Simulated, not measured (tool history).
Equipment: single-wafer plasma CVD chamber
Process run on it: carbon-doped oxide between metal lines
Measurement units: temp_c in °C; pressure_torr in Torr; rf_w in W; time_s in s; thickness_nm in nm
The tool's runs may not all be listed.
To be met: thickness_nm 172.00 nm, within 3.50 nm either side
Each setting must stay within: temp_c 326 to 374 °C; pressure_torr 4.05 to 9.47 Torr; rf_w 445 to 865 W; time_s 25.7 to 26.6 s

| run | hour | temp_c | pressure_torr | rf_w | time_s | thickness_nm |
|---|---|---|---|---|---|---|
| 1 | 0.0 | 350 | 6.76 | 655 | 25.7 | 141.55 |
| 2 | 3.2 | 350 | 6.76 | 695 | 25.7 | 148.33 |
| 3 | 11.2 | 342 | 6.76 | 695 | 25.7 | 151.35 |
| 4 | 17.6 | 347 | 6.76 | 695 | 25.7 | 148.81 |
| 5 | 21.3 | 347 | 6.76 | 695 | 26.6 | 154.11 |
| 6 | 29.3 | 351 | 6.76 | 695 | 26.6 | 151.88 |
| 7 | 35.8 | 347 | 6.93 | 715 | 26.6 | 157.28 |
| 8 | 42.8 | 344 | 7.01 | 730 | 26.6 | 162.54 |
| 9 | 45.7 | 342 | 7.15 | 735 | 26.6 | 164.16 |
| 10 | 51.9 | 340 | 7.24 | 740 | 26.6 | 165.58 |
| 11 | 58.2 | 339 | 7.29 | 745 | 26.6 | 166.98 |

Below are 4 possible settings for the next run. Only one of them brings all results inside the allowed miss of their targets. Which is it?
| A | 64.5 | 337 | 7.31 | 730 | 26.0 | ? |
| B | 64.5 | 339 | 8.03 | 715 | 26.5 | ? |
| C | 64.5 | 342 | 7.68 | 775 | 26.6 | ? |
| D | 64.5 | 341 | 7.50 | 735 | 26.4 | ? |

| move | thickness_nm |
|---|---|
| A | 163.01 |
| B | 163.65 |
| C | 171.12 |
| D | 164.11 |
A: the biggest miss grows against the last run
B: the biggest miss grows against the last run
C: in spec on every target
D: the biggest miss grows against the last run
Answer: C
